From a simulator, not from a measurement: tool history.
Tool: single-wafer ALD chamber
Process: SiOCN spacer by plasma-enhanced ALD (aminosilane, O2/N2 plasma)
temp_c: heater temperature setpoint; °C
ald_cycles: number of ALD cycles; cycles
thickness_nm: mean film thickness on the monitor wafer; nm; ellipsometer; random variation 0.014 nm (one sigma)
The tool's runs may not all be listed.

run 1 hour=0 | temp_c=410 ald_cycles=82 | thickness_nm=4.4116
run 2 hour=8 | temp_c=413 ald_cycles=81 | thickness_nm=4.3267
run 3 hour=16.2 | temp_c=413 ald_cycles=85 | thickness_nm=4.546
run 4 hour=22.3 | temp_c=416 ald_cycles=84 | thickness_nm=4.4241
run 5 hour=26.4 | temp_c=419 ald_cycles=83 | thickness_nm=4.342
run 6 hour=30.8 | temp_c=421 ald_cycles=82 | thickness_nm=4.2573
run 7 hour=39.7 | temp_c=421 ald_cycles=82 | thickness_nm=4.2343

Run 8 comes next. What will it give?
run 8 hour=42.3 | temp_c=423 ald_cycles=82 | thickness_nm=?

Run 8 gave thickness_nm 4.219 nm.

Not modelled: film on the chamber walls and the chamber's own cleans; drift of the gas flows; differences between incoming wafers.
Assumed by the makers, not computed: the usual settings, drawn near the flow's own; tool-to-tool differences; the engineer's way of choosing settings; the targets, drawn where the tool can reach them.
